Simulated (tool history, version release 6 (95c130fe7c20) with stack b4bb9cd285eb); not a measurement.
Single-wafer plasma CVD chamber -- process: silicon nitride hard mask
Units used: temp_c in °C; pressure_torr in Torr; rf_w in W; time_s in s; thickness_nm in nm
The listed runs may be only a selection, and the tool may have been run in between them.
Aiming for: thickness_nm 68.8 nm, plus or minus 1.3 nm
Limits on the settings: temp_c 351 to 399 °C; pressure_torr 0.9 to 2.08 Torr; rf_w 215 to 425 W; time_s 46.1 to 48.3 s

Run 1, hour 0: temp_c 375 °C, pressure_torr 1.49 Torr, rf_w 320 W, time_s 48.3 s. Result: thickness_nm 61.419 nm.
Run 2, hour 4.8: temp_c 375 °C, pressure_torr 1.22 Torr, rf_w 320 W, time_s 48.3 s. Result: thickness_nm 56.917 nm.
Run 3, hour 10.9: temp_c 375 °C, pressure_torr 1.42 Torr, rf_w 325 W, time_s 48.3 s. Result: thickness_nm 61.585 nm.
Run 4, hour 15.1: temp_c 375 °C, pressure_torr 1.53 Torr, rf_w 325 W, time_s 48.3 s. Result: thickness_nm 63.048 nm.
Run 5, hour 16.5: temp_c 375 °C, pressure_torr 1.53 Torr, rf_w 310 W, time_s 48.3 s. Result: thickness_nm 60.825 nm.
Run 6, hour 22.9: temp_c 375 °C, pressure_torr 1.66 Torr, rf_w 315 W, time_s 48.3 s. Result: thickness_nm 63.428 nm.
Run 7, hour 31.5: temp_c 375 °C, pressure_torr 1.75 Torr, rf_w 315 W, time_s 48.3 s. Result: thickness_nm 65.262 nm.
Run 8, hour 38.1: temp_c 375 °C, pressure_torr 1.81 Torr, rf_w 315 W, time_s 48.3 s. Result: thickness_nm 65.445 nm.

Which single option among these 4 for the next run brings every result within its allowed miss of target? Just one does.
Run A, hour 44.7: temp_c 361 °C, pressure_torr 1.79 Torr, rf_w 330 W, time_s 46.8 s. Result: thickness_nm ?.
Run B, hour 44.7: temp_c 377 °C, pressure_torr 1.81 Torr, rf_w 315 W, time_s 48.3 s. Result: thickness_nm ?.
Run C, hour 44.7: temp_c 369 °C, pressure_torr 1.66 Torr, rf_w 335 W, time_s 46.1 s. Result: thickness_nm ?.
Run D, hour 44.7: temp_c 371 °C, pressure_torr 1.82 Torr, rf_w 345 W, time_s 47.8 s. Result: thickness_nm ?.

move  thickness_nm
   A        65.236
   B        65.053
   C        63.009
   D        68.616
A: its largest miss is bigger than the last run's
B: its largest miss is bigger than the last run's
C: its largest miss is bigger than the last run's
D: every result lands within tolerance
Go with D: it meets all targets.
